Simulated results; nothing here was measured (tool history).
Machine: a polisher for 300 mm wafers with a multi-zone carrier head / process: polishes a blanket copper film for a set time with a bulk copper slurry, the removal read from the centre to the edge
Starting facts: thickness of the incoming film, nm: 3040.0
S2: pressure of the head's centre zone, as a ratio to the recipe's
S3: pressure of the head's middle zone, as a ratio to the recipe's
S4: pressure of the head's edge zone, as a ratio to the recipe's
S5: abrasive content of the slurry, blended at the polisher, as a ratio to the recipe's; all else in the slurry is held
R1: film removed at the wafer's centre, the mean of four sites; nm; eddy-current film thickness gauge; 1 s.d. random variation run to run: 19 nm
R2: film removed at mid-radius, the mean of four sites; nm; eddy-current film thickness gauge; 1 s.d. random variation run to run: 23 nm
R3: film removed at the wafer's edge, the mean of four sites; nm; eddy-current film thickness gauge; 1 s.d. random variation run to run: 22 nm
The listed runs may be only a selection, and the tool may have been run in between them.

{"run": 1, "day": 0.0, "flow of slurry (ml/min)": 185, "S2": 1, "S3": 1, "S4": 1, "S5": 1, "polishing time (s)": 81, "R1": 1127.8, "R2": 1122.7, "R3": 1163.5}
{"run": 2, "day": 0.067, "flow of slurry (ml/min)": 190, "S2": 1.01, "S3": 1.02, "S4": 1.02, "S5": 1.15, "polishing time (s)": 83, "R1": 1203.5, "R2": 1243.3, "R3": 1248.3}
{"run": 3, "day": 0.312, "flow of slurry (ml/min)": 195, "S2": 1.03, "S3": 1.02, "S4": 1.04, "S5": 1.25, "polishing time (s)": 84, "R1": 1277.8, "R2": 1266.4, "R3": 1278.1}
{"run": 4, "day": 0.579, "flow of slurry (ml/min)": 195, "S2": 1.03, "S3": 1.02, "S4": 0.96, "S5": 1.25, "polishing time (s)": 84, "R1": 1263.3, "R2": 1280.4, "R3": 1230.5}
{"run": 5, "day": 0.638, "flow of slurry (ml/min)": 200, "S2": 1.03, "S3": 1.03, "S4": 0.99, "S5": 1.3, "polishing time (s)": 86, "R1": 1324, "R2": 1357.5, "R3": 1318.6}
{"run": 6, "day": 0.958, "flow of slurry (ml/min)": 200, "S2": 1.11, "S3": 1.03, "S4": 0.99, "S5": 1.3, "polishing time (s)": 86, "R1": 1417.2, "R2": 1388.9, "R3": 1336.2}

What will run 7 give?
{"run": 7, "day": 1.092, "flow of slurry (ml/min)": 205, "S2": 1.11, "S3": 1.04, "S4": 1.03, "S5": 1.35, "polishing time (s)": 87, "R1": "?", "R2": "?", "R3": "?"}

R1: 1441 nm
R2: 1350.9 nm
R3: 1356.2 nm
